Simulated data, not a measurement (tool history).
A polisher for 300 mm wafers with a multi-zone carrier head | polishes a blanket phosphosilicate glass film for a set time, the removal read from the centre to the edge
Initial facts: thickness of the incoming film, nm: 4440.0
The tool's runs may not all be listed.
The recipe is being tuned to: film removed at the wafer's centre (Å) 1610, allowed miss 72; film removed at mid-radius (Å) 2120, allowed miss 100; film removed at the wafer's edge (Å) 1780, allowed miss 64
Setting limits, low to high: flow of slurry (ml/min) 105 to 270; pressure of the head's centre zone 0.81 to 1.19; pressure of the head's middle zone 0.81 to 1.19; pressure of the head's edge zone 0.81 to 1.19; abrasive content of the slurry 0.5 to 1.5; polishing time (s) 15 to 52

run	hour	flow of slurry (ml/min)	pressure of the head's centre zone	pressure of the head's middle zone	pressure of the head's edge zone	abrasive content of the slurry	polishing time (s)	film removed at the wafer's centre (Å)	film removed at mid-radius (Å)	film removed at the wafer's edge (Å)
1	0	175	1	1	1	1	33	2620.1	2663.9	2545.4
2	7.5	170	0.97	1.02	0.98	0.9	33	2341.9	2558.9	2395.5
3	12.6	170	0.91	1.02	0.98	0.9	33	2179.8	2537.1	2390.6
4	17.9	170	0.91	1.02	0.94	0.9	33	2248.2	2544.8	2334
5	24.5	165	0.89	1.03	0.92	0.8	33	2027	2365.4	2193.3
6	26.3	165	0.89	1.03	0.88	0.8	33	2020	2332.6	2184.4
7	27.8	165	0.89	1.06	0.87	0.75	33	1915.2	2279.8	2084.4
8	30.4	165	0.89	1.09	0.86	0.7	33	1887.3	2297.6	1985.1
9	32.3	160	0.88	1.1	0.85	0.7	33	1759.8	2344.3	1927.3
10	37.4	155	0.88	1.1	0.84	0.7	33	1825.9	2203.1	1899.2
11	39.6	150	0.87	1.11	0.84	0.7	33	1771.5	2263.8	1944
12	43.8	150	0.87	1.12	0.83	0.7	33	1753.5	2249	1934.1
13	47.5	145	0.87	1.13	0.83	0.7	33	1730.2	2273	1929.6

Consider the 4 candidate settings below. Which is the only one whose results all fall within their allowed miss of target?
A	51.2	170	0.92	1.19	0.81	0.6	31	?	?	?
B	51.2	205	0.85	1.13	0.88	0.9	25	?	?	?
C	51.2	125	0.88	1.06	0.82	0.65	35	?	?	?
D	51.2	195	0.92	1.19	0.85	0.75	26	?	?	?

move	film removed at the wafer's centre (Å)	film removed at mid-radius (Å)	film removed at the wafer's edge (Å)
A	1609.9	2085.3	1626.2
B	1611	2155.4	1784.1
C	1721.5	2130.7	1875.4
D	1615	2086.3	1638.3
A: takes the result that was furthest off past its target
B: every result within its allowed miss
C: gains on the last run, yet a result remains outside its allowed miss
D: takes the result that was furthest off past its target
Move B is the one to make.
